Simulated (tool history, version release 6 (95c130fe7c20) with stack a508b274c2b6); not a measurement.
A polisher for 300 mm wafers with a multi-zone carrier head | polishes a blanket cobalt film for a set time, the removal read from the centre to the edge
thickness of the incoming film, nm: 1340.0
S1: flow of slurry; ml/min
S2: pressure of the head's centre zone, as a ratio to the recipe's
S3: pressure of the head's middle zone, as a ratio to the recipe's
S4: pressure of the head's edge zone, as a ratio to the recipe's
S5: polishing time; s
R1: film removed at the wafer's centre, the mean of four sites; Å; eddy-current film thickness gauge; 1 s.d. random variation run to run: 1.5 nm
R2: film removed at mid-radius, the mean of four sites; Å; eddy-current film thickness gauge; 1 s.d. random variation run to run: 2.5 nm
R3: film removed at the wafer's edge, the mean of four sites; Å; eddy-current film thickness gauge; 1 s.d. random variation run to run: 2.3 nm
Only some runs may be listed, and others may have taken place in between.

{"run": 1, "hour": 0.0, "S1": 305, "S2": 1.0, "S3": 1.0, "S4": 1.0, "S5": 46, "R1": 2814.1, "R2": 2673.4, "R3": 2738.4}
{"run": 2, "hour": 8.9, "S1": 305, "S2": 1.0, "S3": 1.0, "S4": 1.0, "S5": 37, "R1": 2244.6, "R2": 2226.6, "R3": 2145.5}
{"run": 3, "hour": 9.7, "S1": 305, "S2": 1.0, "S3": 1.0, "S4": 1.0, "S5": 42, "R1": 2523.9, "R2": 2446.5, "R3": 2533.6}
{"run": 4, "hour": 18.1, "S1": 305, "S2": 0.98, "S3": 0.99, "S4": 0.97, "S5": 40, "R1": 2403.6, "R2": 2354.0, "R3": 2343.9}
{"run": 5, "hour": 19.9, "S1": 305, "S2": 0.98, "S3": 0.99, "S4": 1.01, "S5": 40, "R1": 2352.9, "R2": 2334.5, "R3": 2397.1}
{"run": 6, "hour": 24.5, "S1": 305, "S2": 0.98, "S3": 0.99, "S4": 1.01, "S5": 30, "R1": 1769.0, "R2": 1763.3, "R3": 1769.0}

Forecast run 7:
{"run": 7, "hour": 28.6, "S1": 310, "S2": 0.98, "S3": 1.0, "S4": 1.02, "S5": 31, "R1": "?", "R2": "?", "R3": "?"}

{"run 7": {"R1": 1810.7, "R2": 1822.6, "R3": 1843.0}}
